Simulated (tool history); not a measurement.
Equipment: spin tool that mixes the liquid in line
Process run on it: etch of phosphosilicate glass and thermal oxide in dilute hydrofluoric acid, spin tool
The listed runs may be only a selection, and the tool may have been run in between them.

run	hour	temperature setpoint of the liquid (°C)	parts of water to one part of 49 % hydrofluoric acid (parts by volume)	time under the liquid (s)	thickness taken off the phosphosilicate glass on a monitor wafer (nm)	thickness taken off the thermal oxide on a monitor wafer (nm)
1	0.0	24.0	125	90	48.919	3.1343
2	7.6	24.0	125	110	59.009	3.8379
3	16.1	24.0	125	145	79.367	5.0803
4	19.1	24.0	95	145	106.060	6.8825
5	23.4	25.5	95	145	112.970	7.3452
6	30.2	24.0	100	145	101.640	6.4711
7	38.3	23.5	105	145	93.241	6.0754
8	40.0	22.5	110	145	84.849	5.5967

What does the tool deliver on the next run?
9	45.1	22.0	115	145	?	?

thickness taken off the phosphosilicate glass on a monitor wafer (nm): 79.586
thickness taken off the thermal oxide on a monitor wafer (nm): 5.1302
